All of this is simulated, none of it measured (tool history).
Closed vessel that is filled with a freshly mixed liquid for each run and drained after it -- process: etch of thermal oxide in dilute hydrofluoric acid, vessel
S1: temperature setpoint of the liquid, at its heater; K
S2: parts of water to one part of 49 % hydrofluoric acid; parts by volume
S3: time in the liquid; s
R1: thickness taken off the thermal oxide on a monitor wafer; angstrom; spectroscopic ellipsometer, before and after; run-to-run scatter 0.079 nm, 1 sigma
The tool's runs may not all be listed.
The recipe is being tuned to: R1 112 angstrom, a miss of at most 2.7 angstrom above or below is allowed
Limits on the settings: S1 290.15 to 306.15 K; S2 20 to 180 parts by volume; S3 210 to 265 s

{"run": 1, "day": 0.0, "S1": 298.15, "S2": 100, "S3": 265, "R1": 138.92}
{"run": 2, "day": 0.158, "S1": 295.65, "S2": 100, "S3": 265, "R1": 126.74}
{"run": 3, "day": 0.371, "S1": 295.65, "S2": 100, "S3": 265, "R1": 126.83}
{"run": 4, "day": 0.529, "S1": 294.65, "S2": 100, "S3": 265, "R1": 121.16}
{"run": 5, "day": 0.875, "S1": 297.15, "S2": 100, "S3": 265, "R1": 134}
{"run": 6, "day": 0.975, "S1": 300.15, "S2": 100, "S3": 265, "R1": 149.38}
{"day": 1.05, "done": "thermometer replaced"}
{"run": 7, "day": 1.05, "S1": 296.15, "S2": 100, "S3": 265, "R1": 118.59}
{"run": 8, "day": 1.425, "S1": 295.65, "S2": 100, "S3": 265, "R1": 115.48}

Below are 4 possible settings for the next run. Only one of them brings all results inside the allowed miss of their targets. Which is it?
{"run": "A", "day": 1.8, "S1": 293.65, "S2": 80, "S3": 220, "R1": "?"}
{"run": "B", "day": 1.8, "S1": 296.65, "S2": 95, "S3": 220, "R1": "?"}
{"run": "C", "day": 1.8, "S1": 294.65, "S2": 95, "S3": 235, "R1": "?"}
{"run": "D", "day": 1.8, "S1": 294.65, "S2": 105, "S3": 265, "R1": "?"}

move=A R1=112.24
move=B R1=104.89
move=C R1=103.37
move=D R1=104.25
A: meets every target
B: pushes the last run's worst result past its target
C: pushes the last run's worst result past its target
D: pushes the last run's worst result past its target
Answer: A
